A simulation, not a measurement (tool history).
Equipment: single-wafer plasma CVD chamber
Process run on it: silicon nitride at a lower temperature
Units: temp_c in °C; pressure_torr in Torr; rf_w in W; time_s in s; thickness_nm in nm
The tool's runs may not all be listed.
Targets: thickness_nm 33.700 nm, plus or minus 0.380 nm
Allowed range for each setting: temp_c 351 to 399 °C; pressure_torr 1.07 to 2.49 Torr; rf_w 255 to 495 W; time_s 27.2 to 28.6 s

run 1 day=0.000 | temp_c=375 pressure_torr=1.78 rf_w=375 time_s=28.6 | thickness_nm=40.627
run 2 day=0.075 | temp_c=375 pressure_torr=1.65 rf_w=365 time_s=28.6 | thickness_nm=39.143
run 3 day=0.192 | temp_c=375 pressure_torr=1.55 rf_w=355 time_s=28.6 | thickness_nm=37.994
run 4 day=0.329 | temp_c=375 pressure_torr=1.55 rf_w=335 time_s=28.6 | thickness_nm=36.518
run 5 day=0.617 | temp_c=375 pressure_torr=1.55 rf_w=335 time_s=28.6 | thickness_nm=36.612
run 6 day=0.929 | temp_c=375 pressure_torr=1.47 rf_w=335 time_s=28.6 | thickness_nm=35.963
run 7 day=1.092 | temp_c=375 pressure_torr=1.40 rf_w=335 time_s=28.6 | thickness_nm=35.236
run 8 day=1.129 | temp_c=375 pressure_torr=1.36 rf_w=335 time_s=28.6 | thickness_nm=35.116
run 9 day=1.200 | temp_c=375 pressure_torr=1.32 rf_w=335 time_s=28.6 | thickness_nm=34.906
run 10 day=1.462 | temp_c=375 pressure_torr=1.29 rf_w=335 time_s=28.6 | thickness_nm=34.632
run 11 day=1.592 | temp_c=375 pressure_torr=1.29 rf_w=335 time_s=28.6 | thickness_nm=34.598
run 12 day=1.708 | temp_c=375 pressure_torr=1.27 rf_w=335 time_s=28.6 | thickness_nm=34.357
run 13 day=1.896 | temp_c=375 pressure_torr=1.14 rf_w=335 time_s=28.6 | thickness_nm=33.292
run 14 day=2.046 | temp_c=375 pressure_torr=1.14 rf_w=335 time_s=28.6 | thickness_nm=33.295

Which single option among these 4 for the next run brings every result within its allowed miss of target? Just one does.
run A day=2.196 | temp_c=382 pressure_torr=1.15 rf_w=320 time_s=28.6 | thickness_nm=?
run B day=2.196 | temp_c=373 pressure_torr=1.31 rf_w=305 time_s=28.3 | thickness_nm=?
run C day=2.196 | temp_c=379 pressure_torr=1.15 rf_w=345 time_s=27.6 | thickness_nm=?
run D day=2.196 | temp_c=366 pressure_torr=1.20 rf_w=355 time_s=27.5 | thickness_nm=?

move=A thickness_nm=32.372
move=B thickness_nm=32.609
move=C thickness_nm=32.640
move=D thickness_nm=33.704
A: its largest miss is bigger than the last run's
B: its largest miss is bigger than the last run's
C: its largest miss is bigger than the last run's
D: each result inside its tolerance
So the answer is move D, the one that meets all the targets.
